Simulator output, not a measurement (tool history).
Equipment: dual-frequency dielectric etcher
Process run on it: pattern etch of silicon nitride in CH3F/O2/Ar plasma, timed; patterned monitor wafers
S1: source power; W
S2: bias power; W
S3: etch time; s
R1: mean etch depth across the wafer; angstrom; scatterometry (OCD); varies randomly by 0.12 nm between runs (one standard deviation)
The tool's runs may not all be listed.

run 1 hour=0.0 | S1=440 S2=98 S3=37.5 | R1=323.40
run 2 hour=4.6 | S1=410 S2=98 S3=37.5 | R1=317.49
run 3 hour=7.4 | S1=410 S2=98 S3=37.5 | R1=315.73
run 4 hour=13.7 | S1=410 S2=98 S3=34.5 | R1=288.99
run 5 hour=19.7 | S1=410 S2=84 S3=34.5 | R1=268.48
run 6 hour=20.6 | S1=410 S2=74 S3=34.5 | R1=249.33
run 7 hour=23.2 | S1=390 S2=73 S3=34.5 | R1=240.99
run 8 hour=25.1 | S1=380 S2=73 S3=34.5 | R1=237.95
run 9 hour=29.1 | S1=370 S2=73 S3=34.5 | R1=235.76
run 10 hour=36.5 | S1=360 S2=73 S3=34.5 | R1=232.58

The next listed run, before its measurement:
run 11 hour=42.8 | S1=350 S2=73 S3=34.5 | R1=?

For run 11 the tool returned R1 229.66 angstrom.
